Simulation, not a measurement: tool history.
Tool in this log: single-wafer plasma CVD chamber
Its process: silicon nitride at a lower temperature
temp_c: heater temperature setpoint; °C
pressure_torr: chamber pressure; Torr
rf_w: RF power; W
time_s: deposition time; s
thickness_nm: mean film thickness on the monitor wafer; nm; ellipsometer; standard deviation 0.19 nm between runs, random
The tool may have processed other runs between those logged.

Run 1, hour 0.0: temp_c 355 °C, pressure_torr 1.46 Torr, rf_w 290 W, time_s 31.4 s. Result: thickness_nm 35.020 nm.
Run 2, hour 2.6: temp_c 355 °C, pressure_torr 1.46 Torr, rf_w 290 W, time_s 31.4 s. Result: thickness_nm 35.268 nm.
Run 3, hour 6.6: temp_c 355 °C, pressure_torr 1.57 Torr, rf_w 295 W, time_s 31.4 s. Result: thickness_nm 35.542 nm.
Run 4, hour 12.2: temp_c 355 °C, pressure_torr 1.57 Torr, rf_w 295 W, time_s 30.0 s. Result: thickness_nm 34.180 nm.
Run 5, hour 19.0: temp_c 355 °C, pressure_torr 1.59 Torr, rf_w 310 W, time_s 30.1 s. Result: thickness_nm 35.031 nm.
Run 6, hour 19.6: temp_c 349 °C, pressure_torr 1.59 Torr, rf_w 310 W, time_s 30.1 s. Result: thickness_nm 35.240 nm.
Run 7, hour 22.5: temp_c 349 °C, pressure_torr 1.62 Torr, rf_w 325 W, time_s 30.2 s. Result: thickness_nm 36.516 nm.

Run 8 comes next. What will it give?
Run 8, hour 24.1: temp_c 349 °C, pressure_torr 1.65 Torr, rf_w 335 W, time_s 30.3 s. Result: thickness_nm ?.

{"run 8": {"thickness_nm": 37.47}}
